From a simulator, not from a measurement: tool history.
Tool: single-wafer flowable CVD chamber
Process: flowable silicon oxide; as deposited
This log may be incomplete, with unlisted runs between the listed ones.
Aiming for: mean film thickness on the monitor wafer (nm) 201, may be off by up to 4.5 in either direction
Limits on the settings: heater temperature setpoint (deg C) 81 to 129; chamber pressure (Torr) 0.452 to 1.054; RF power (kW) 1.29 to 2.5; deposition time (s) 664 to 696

run  hour  heater temperature setpoint (deg C)  chamber pressure (Torr)  RF power (kW)  deposition time (s)  mean film thickness on the monitor wafer (nm)
  1     0                                  105                    0.753          1.895                  696                                         321.68
  2   2.4                                  107                    0.753          1.895                  696                                         298.64
  3   5.9                                  107                    0.825          1.895                  696                                         325.75
  4    10                                  109                    0.824          1.895                  696                                         302.58
  5  13.2                                  111                    0.824          1.895                  696                                         280.75
  6  14.7                                  112                    0.824          1.895                  696                                          271.8
  7  20.2                                  113                    0.824          1.895                  696                                         262.87
  8  22.2                                  114                    0.824          1.895                  696                                         253.62
  9  28.8                                  115                    0.824          1.895                  696                                          243.2
 10  35.9                                  116                    0.824          1.895                  696                                         234.84
 11  44.5                                  117                    0.824          1.895                  696                                         226.66
 12  46.1                                  118                    0.824          1.895                  696                                         220.18

Which single option among these 4 for the next run brings every result within its allowed miss of target? Just one does.
  A  47.7                                  116                    0.791           1.55                  664                                              ?
  B  47.7                                  121                    0.777           1.98                  694                                              ?
  C  47.7                                  119                    0.765          1.835                  675                                              ?
  D  47.7                                  116                    0.688           1.85                  664                                              ?

move  mean film thickness on the monitor wafer (nm)
   A                                         201.68
   B                                         191.44
   C                                            191
   D                                         187.79
A: meets every target
B: takes the result that was furthest off past its target
C: takes the result that was furthest off past its target
D: takes the result that was furthest off past its target
Go with A: it meets all targets.
